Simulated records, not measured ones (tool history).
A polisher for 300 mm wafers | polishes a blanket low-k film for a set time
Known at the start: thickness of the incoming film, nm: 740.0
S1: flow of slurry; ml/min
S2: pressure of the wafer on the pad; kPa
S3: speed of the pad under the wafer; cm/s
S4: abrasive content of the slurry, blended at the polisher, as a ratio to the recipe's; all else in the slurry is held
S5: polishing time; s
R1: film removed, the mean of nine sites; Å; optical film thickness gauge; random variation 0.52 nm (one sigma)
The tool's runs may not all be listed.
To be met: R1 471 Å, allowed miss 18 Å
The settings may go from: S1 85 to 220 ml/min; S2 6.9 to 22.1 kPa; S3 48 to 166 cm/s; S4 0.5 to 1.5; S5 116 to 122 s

run  hour   S1    S2   S3  S4   S5      R1
  1     0  140  14.5  106   1  116  506.45
  2   1.9  140  14.5   86   1  116  435.48
  3   9.1  145  14.5   86   1  116  442.78
  4    18  150  14.5   86   1  116  450.26
  5    24  155  14.5   86   1  116  447.25
  6  26.9  155  14.5  110   1  116  555.91
  7  29.4  145  14.5  110   1  116  543.26
  8  30.9  135  14.5  110   1  116   525.9
  9  34.4  130  14.5  110   1  116  520.54
 10    37  125  14.5  110   1  116   508.5
 11  38.1  120  14.5  110   1  116  508.37

5 next moves are on the table. One of them brings every result within its allowed miss. Which?
  A  39.2  100  14.5  130  0.95  117   ?
  B  39.2  135  13.8  120  0.95  120   ?
  C  39.2  100  15.9  110  0.95  116   ?
  D  39.2  100  14.5  114  1.05  118   ?
  E  39.2  125  12.4  116     1  117   ?

move      R1
   A  543.99
   B  534.91
   C  515.46
   D  527.05
   E  466.52
A: further off than the last run
B: further off than the last run
C: further off than the last run
D: further off than the last run
E: meets every target
Answer: E
